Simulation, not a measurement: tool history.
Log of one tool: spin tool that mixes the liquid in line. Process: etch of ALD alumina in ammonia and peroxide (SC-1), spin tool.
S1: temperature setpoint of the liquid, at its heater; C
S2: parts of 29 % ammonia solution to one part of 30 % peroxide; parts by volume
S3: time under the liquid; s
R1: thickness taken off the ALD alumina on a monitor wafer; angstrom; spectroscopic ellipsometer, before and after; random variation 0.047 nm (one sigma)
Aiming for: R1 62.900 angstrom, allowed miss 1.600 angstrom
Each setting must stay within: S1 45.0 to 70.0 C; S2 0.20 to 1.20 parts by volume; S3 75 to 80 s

run 1 day=0.000 | S1=61.0 S2=0.75 S3=75 | R1=80.906
run 2 day=0.121 | S1=64.0 S2=0.75 S3=75 | R1=94.830
run 3 day=0.446 | S1=61.5 S2=0.75 S3=75 | R1=82.617
run 4 day=0.808 | S1=64.5 S2=0.75 S3=75 | R1=98.671
run 5 day=1.062 | S1=64.5 S2=0.50 S3=75 | R1=95.852
-- day=1.162 new drum of ammonia solution connected
run 6 day=1.162 | S1=62.0 S2=0.50 S3=75 | R1=83.362
run 7 day=1.183 | S1=60.5 S2=0.50 S3=75 | R1=77.510
run 8 day=1.288 | S1=59.0 S2=0.50 S3=75 | R1=72.059
run 9 day=1.342 | S1=58.0 S2=0.50 S3=75 | R1=68.772
run 10 day=1.433 | S1=57.5 S2=0.50 S3=75 | R1=66.557

Below are 4 possible settings for the next run. Only one of them brings all results inside the allowed miss of their targets. Which is it?
run A day=1.525 | S1=56.5 S2=0.50 S3=75 | R1=?
run B day=1.525 | S1=55.0 S2=0.65 S3=75 | R1=?
run C day=1.525 | S1=55.5 S2=0.25 S3=80 | R1=?
run D day=1.525 | S1=55.5 S2=0.50 S3=75 | R1=?

move=A R1=62.979
move=B R1=59.645
move=C R1=59.662
move=D R1=59.741
A: each result inside its tolerance
B: carries the result that was furthest off beyond its target, to the other side
C: carries the result that was furthest off beyond its target, to the other side
D: carries the result that was furthest off beyond its target, to the other side
Go with A: it meets all targets.

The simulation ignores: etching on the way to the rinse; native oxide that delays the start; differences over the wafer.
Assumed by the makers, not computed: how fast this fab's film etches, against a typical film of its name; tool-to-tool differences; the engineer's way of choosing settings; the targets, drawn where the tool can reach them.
